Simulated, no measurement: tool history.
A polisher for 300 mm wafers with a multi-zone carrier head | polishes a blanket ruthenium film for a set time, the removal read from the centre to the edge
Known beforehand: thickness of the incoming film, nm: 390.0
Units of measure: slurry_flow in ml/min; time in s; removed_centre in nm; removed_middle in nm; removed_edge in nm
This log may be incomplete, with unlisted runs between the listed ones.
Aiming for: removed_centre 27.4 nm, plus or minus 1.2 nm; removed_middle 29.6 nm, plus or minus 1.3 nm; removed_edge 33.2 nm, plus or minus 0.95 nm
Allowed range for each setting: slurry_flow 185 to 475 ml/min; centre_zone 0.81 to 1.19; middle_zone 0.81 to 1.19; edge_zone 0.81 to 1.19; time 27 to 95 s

run	hour	slurry_flow	centre_zone	middle_zone	edge_zone	time	removed_centre	removed_middle	removed_edge
1	0	305	1	1	1	61	53.453	52.914	52.45
2	7.1	305	0.92	1	1	61	49.669	52.992	53.056
3	12.8	305	0.92	1.04	1	61	50.703	55.546	52.651
4	16.1	295	0.9	1	0.99	55	42.765	47.98	47.034
5	23.4	290	0.9	0.96	0.98	51	40.813	41.974	43.923
6	27.7	290	0.83	0.96	0.98	51	37.26	42.931	43.534
7	31.3	280	0.83	0.94	0.98	47	33.61	37.359	40.648
8	33.5	270	0.83	0.93	0.96	45	32.588	36.464	38.438
9	37.4	265	0.81	0.85	0.99	34	24.132	26.027	29.001
10	41.6	260	0.82	0.86	1.01	35	24.853	26.451	30.097
11	46.9	285	0.87	0.96	1.1	38	28.943	32.499	33.872
12	48.6	275	0.87	0.94	1.1	38	28.588	31.424	34.153
13	54.7	275	0.87	0.93	1.1	38	28.629	31.143	34.437
14	58.5	275	0.87	0.92	1.09	38	28.585	30.777	34.103

Next run, 5 choices. One meets every target within its allowed miss, the rest don't. Which?
A	62.3	290	0.84	0.82	1.12	37	?	?	?
B	62.3	185	0.81	0.88	1.1	41	?	?	?
C	62.3	255	0.88	0.88	1.1	40	?	?	?
D	62.3	285	0.84	0.9	1.08	37	?	?	?
E	62.3	240	0.87	1.04	0.99	39	?	?	?

move	removed_centre	removed_middle	removed_edge
A	27.278	27.418	33.835
B	27.855	30.915	36.005
C	30.555	31.071	35.929
D	27.251	29.562	33.159
E	29.309	34.671	33.086
A: brings the last run's worst result on target, with another outside its allowed miss
B: brings the last run's worst result on target, with another outside its allowed miss
C: further off than the last run
D: hits every target within its allowed miss
E: further off than the last run
Move D is the one to make.
